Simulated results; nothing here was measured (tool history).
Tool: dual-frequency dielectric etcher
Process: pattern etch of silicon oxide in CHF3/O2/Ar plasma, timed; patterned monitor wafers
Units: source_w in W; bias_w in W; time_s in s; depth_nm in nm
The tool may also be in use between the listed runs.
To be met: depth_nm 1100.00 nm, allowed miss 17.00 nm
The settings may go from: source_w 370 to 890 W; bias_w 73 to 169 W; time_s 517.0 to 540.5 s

run  hour  source_w  bias_w  time_s  depth_nm
  1   0.0       630     121   517.0    971.05
  2   2.1       540     121   517.0    916.90
  3   3.8       540     121   540.5    959.57
  4   7.3       540     134   540.5   1008.60
  5  13.5       540     123   540.5    969.28
  6  15.9       580     123   540.5    990.57
  7  17.6       610     124   540.5   1012.40
  8  24.0       640     125   540.5   1034.20
  9  28.0       660     125   540.5   1046.30
 10  31.3       680     125   540.5   1056.20
 11  39.6       690     125   540.5   1064.70
     44.4  -- source power generator calibrated
 12  44.4       700     125   540.5   1061.00

5 next moves are on the table. One of them brings every result within its allowed miss. Which?
  A  49.2       790     106   533.0         ?
  B  49.2       750     140   521.5         ?
  C  49.2       740     110   534.5         ?
  D  49.2       700     130   517.0         ?
  E  49.2       680     126   527.0         ?

move  depth_nm
   A   1006.90
   B   1105.80
   C   1004.00
   D   1032.50
   E   1026.00
A: further off than the last run
B: meets every target
C: further off than the last run
D: further off than the last run
E: further off than the last run
Answer: B
